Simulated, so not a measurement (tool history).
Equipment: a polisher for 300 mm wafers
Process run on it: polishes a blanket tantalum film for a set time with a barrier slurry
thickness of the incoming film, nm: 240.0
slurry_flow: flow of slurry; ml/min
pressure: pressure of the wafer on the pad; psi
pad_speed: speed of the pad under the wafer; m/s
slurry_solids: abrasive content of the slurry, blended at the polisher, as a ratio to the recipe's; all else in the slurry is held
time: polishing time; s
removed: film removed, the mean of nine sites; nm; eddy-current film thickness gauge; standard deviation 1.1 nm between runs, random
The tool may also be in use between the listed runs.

run,hour,slurry_flow,pressure,pad_speed,slurry_solids,time,removed
1,0.0,215,2.1,1.16,1.0,57,115.160
2,1.6,215,2.1,1.16,1.1,57,118.650
3,8.3,215,2.5,1.16,1.1,57,136.220
4,14.0,215,2.5,0.88,1.1,57,104.250
5,17.9,165,2.5,0.88,1.1,57,100.620
6,20.9,165,2.5,0.88,1.1,57,99.831
7,23.0,180,2.6,0.90,1.1,57,107.800

What will run 8 give?
8,31.5,190,2.7,0.92,1.1,57,?

Logged for run 8: removed 114.810 nm.

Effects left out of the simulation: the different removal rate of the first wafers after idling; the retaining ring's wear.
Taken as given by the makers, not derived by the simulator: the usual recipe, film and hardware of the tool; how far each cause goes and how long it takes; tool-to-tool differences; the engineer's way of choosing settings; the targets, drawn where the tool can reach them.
